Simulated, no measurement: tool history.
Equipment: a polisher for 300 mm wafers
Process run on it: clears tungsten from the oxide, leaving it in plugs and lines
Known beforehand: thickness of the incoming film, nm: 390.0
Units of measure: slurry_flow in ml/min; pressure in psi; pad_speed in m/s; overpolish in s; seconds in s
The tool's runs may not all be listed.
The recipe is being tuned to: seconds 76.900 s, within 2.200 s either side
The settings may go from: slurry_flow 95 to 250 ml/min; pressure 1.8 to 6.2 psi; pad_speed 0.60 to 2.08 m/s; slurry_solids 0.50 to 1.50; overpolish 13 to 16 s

run    day  slurry_flow  pressure  pad_speed  slurry_solids  overpolish  seconds
  1  0.000          160       4.0       1.34           1.00          16   62.721
  2  0.096          160       4.0       1.54           1.00          16   56.182
  3  0.254          160       4.5       1.54           1.00          16   50.819
  4  0.467          130       4.5       1.54           1.00          16   52.202
  5  0.654          130       4.3       1.54           1.00          16   54.566
  6  0.675          130       4.1       1.54           1.00          16   56.093
  7  0.925          130       3.9       1.54           1.00          16   58.996
  8  1.150          130       3.7       1.54           1.00          16   62.726
  9  1.329          115       2.9       1.54           1.00          16   79.104
 10  1.450          120       2.9       1.54           1.00          16   79.259

Of the 5 settings listed for the next run, only one would bring every result within its allowed miss of target. Which one?
  A  1.571          110       2.6       1.92           0.85          14        ?
  B  1.571          135       3.1       1.40           1.10          13        ?
  C  1.571          110       2.6       1.76           0.95          13        ?
  D  1.571          140       2.6       1.60           1.00          15        ?
  E  1.571          105       2.8       1.50           1.05          13        ?

move  seconds
   A   80.733
   B   76.190
   C   82.741
   D   84.491
   E   83.972
A: misses by more than the last run did
B: in spec on every target
C: misses by more than the last run did
D: misses by more than the last run did
E: misses by more than the last run did
Move B is the one to make.

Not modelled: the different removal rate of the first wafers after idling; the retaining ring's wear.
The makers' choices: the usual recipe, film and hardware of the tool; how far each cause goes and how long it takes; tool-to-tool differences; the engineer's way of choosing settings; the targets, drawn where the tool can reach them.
